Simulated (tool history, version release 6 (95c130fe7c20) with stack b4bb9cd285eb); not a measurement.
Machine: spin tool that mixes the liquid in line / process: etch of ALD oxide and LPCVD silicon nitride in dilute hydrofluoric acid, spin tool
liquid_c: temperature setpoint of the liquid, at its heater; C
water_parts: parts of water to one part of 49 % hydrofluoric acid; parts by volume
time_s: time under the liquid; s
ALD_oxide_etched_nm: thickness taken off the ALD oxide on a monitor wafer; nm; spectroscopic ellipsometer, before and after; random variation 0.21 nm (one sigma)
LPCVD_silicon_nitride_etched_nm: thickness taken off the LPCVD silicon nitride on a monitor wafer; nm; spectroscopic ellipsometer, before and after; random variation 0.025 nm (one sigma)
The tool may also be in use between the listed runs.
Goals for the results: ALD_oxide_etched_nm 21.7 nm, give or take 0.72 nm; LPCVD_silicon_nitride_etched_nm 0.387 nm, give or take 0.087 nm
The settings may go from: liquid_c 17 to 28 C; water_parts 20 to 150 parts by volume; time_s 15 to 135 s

| run | day | liquid_c | water_parts | time_s | ALD_oxide_etched_nm | LPCVD_silicon_nitride_etched_nm |
|---|---|---|---|---|---|---|
| 1 | 0 | 20 | 85 | 70 | 17.994 | 0.34736 |
| 2 | 0.358 | 20.5 | 85 | 70 | 18.633 | 0.31878 |
| 3 | 0.642 | 22 | 85 | 70 | 19.828 | 0.3882 |
| 4 | 0.942 | 25.5 | 85 | 70 | 22.526 | 0.49116 |
| 5 | 1.025 | 25.5 | 60 | 70 | 32.589 | 0.63572 |
| 6 | 1.054 | 24.5 | 60 | 70 | 31.544 | 0.61421 |
| 7 | 1.133 | 23.5 | 60 | 70 | 30.672 | 0.55314 |
| 8 | 1.483 | 23.5 | 60 | 70 | 30.262 | 0.58931 |

Pick the move, out of 4, that brings all results within their allowed miss; only one does.
| A | 1.833 | 21 | 60 | 55 | ? | ? |
| B | 1.833 | 17.5 | 60 | 70 | ? | ? |
| C | 1.833 | 18 | 65 | 75 | ? | ? |
| D | 1.833 | 23.5 | 70 | 55 | ? | ? |

| move | ALD_oxide_etched_nm | LPCVD_silicon_nitride_etched_nm |
|---|---|---|
| A | 21.886 | 0.35323 |
| B | 24.01 | 0.35238 |
| C | 24.126 | 0.36183 |
| D | 20.541 | 0.35989 |
A: all results in spec
B: moves toward the targets from the last run without getting all of them in spec
C: moves toward the targets from the last run without getting all of them in spec
D: takes the result that was furthest off past its target
Move A is the one to make.

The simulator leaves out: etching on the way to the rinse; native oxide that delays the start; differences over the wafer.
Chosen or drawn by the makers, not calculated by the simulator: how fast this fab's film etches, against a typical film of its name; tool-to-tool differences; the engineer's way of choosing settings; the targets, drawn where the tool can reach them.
